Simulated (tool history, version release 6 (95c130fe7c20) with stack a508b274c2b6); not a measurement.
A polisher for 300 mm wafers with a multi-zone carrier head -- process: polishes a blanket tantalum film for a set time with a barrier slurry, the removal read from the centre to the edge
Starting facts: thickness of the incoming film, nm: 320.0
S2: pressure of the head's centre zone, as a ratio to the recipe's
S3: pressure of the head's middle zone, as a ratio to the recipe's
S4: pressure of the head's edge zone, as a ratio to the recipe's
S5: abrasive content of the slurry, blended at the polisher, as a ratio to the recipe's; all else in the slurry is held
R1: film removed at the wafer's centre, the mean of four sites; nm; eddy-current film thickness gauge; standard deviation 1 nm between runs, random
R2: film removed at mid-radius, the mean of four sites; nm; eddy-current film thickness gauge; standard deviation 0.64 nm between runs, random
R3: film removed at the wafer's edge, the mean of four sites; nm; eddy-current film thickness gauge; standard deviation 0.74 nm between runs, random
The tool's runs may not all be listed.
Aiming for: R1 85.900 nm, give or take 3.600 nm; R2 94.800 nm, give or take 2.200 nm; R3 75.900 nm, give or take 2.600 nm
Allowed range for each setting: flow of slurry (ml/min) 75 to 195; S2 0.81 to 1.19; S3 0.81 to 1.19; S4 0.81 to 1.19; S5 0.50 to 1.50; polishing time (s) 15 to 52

Run 1, hour 0.0: flow of slurry (ml/min) 125, S2 1.00, S3 1.00, S4 1.00, S5 1.00, polishing time (s) 33. Result: R1 77.036 nm, R2 75.945 nm, R3 74.614 nm.
Run 2, hour 5.1: flow of slurry (ml/min) 140, S2 1.00, S3 1.04, S4 0.97, S5 1.00, polishing time (s) 33. Result: R1 76.796 nm, R2 79.532 nm, R3 75.543 nm.
Run 3, hour 9.4: flow of slurry (ml/min) 140, S2 1.00, S3 1.04, S4 0.94, S5 1.00, polishing time (s) 33. Result: R1 77.319 nm, R2 80.537 nm, R3 73.601 nm.
Run 4, hour 16.0: flow of slurry (ml/min) 150, S2 1.02, S3 1.07, S4 0.92, S5 1.00, polishing time (s) 33. Result: R1 79.298 nm, R2 82.992 nm, R3 72.949 nm.
Run 5, hour 20.5: flow of slurry (ml/min) 135, S2 1.02, S3 1.07, S4 0.92, S5 1.00, polishing time (s) 33. Result: R1 77.807 nm, R2 80.737 nm, R3 72.960 nm.
Run 6, hour 27.8: flow of slurry (ml/min) 150, S2 1.03, S3 1.09, S4 0.91, S5 1.00, polishing time (s) 33. Result: R1 80.983 nm, R2 83.242 nm, R3 72.198 nm.
Run 7, hour 30.5: flow of slurry (ml/min) 160, S2 1.03, S3 1.11, S4 0.92, S5 1.00, polishing time (s) 33. Result: R1 79.372 nm, R2 85.815 nm, R3 74.244 nm.
Run 8, hour 32.0: flow of slurry (ml/min) 165, S2 1.04, S3 1.13, S4 0.91, S5 1.00, polishing time (s) 33. Result: R1 83.581 nm, R2 88.861 nm, R3 72.683 nm.
Run 9, hour 39.9: flow of slurry (ml/min) 190, S2 1.01, S3 1.15, S4 0.95, S5 1.05, polishing time (s) 33. Result: R1 82.115 nm, R2 92.964 nm, R3 76.414 nm.
Run 10, hour 40.7: flow of slurry (ml/min) 190, S2 1.02, S3 1.15, S4 0.95, S5 1.05, polishing time (s) 33. Result: R1 84.411 nm, R2 91.753 nm, R3 77.656 nm.

Which of these 4 next moves meets every target?
Run A, hour 41.5: flow of slurry (ml/min) 175, S2 0.98, S3 1.10, S4 0.81, S5 1.40, polishing time (s) 33. Result: R1 ?, R2 ?, R3 ?.
Run B, hour 41.5: flow of slurry (ml/min) 190, S2 1.05, S3 1.10, S4 1.06, S5 1.05, polishing time (s) 32. Result: R1 ?, R2 ?, R3 ?.
Run C, hour 41.5: flow of slurry (ml/min) 165, S2 1.06, S3 1.17, S4 1.05, S5 1.20, polishing time (s) 31. Result: R1 ?, R2 ?, R3 ?.
Run D, hour 41.5: flow of slurry (ml/min) 195, S2 1.01, S3 1.15, S4 1.02, S5 1.00, polishing time (s) 32. Result: R1 ?, R2 ?, R3 ?.

move      R1      R2      R3
   A  84.614  95.796  78.413
   B  82.105  86.535  80.101
   C  81.898  90.320  79.258
   D  77.993  88.767  77.461
A: every result lands within tolerance
B: its largest miss is bigger than the last run's
C: its largest miss is bigger than the last run's
D: its largest miss is bigger than the last run's
Correct choice: A, which meets every target
